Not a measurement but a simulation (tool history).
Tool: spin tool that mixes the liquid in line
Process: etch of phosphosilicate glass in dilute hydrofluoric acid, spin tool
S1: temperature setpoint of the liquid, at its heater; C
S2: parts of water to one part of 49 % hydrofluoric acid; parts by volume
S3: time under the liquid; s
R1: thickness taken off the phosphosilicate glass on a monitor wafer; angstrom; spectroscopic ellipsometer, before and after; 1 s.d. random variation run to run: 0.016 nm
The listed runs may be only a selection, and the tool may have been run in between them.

run,hour,S1,S2,S3,R1
1,0.0,23.0,210,15,42.490
2,3.2,21.5,215,15,38.486
3,8.1,19.0,215,15,35.349
4,14.3,21.5,215,15,39.246
5,18.6,24.5,215,15,43.453
6,26.2,23.0,220,15,39.986
7,31.2,21.5,225,15,37.048
8,37.9,20.5,225,15,35.411

Run 9 has not been measured yet. What should we expect?
9,39.3,19.5,225,15,?

Logged for run 9: R1 34.397 angstrom.
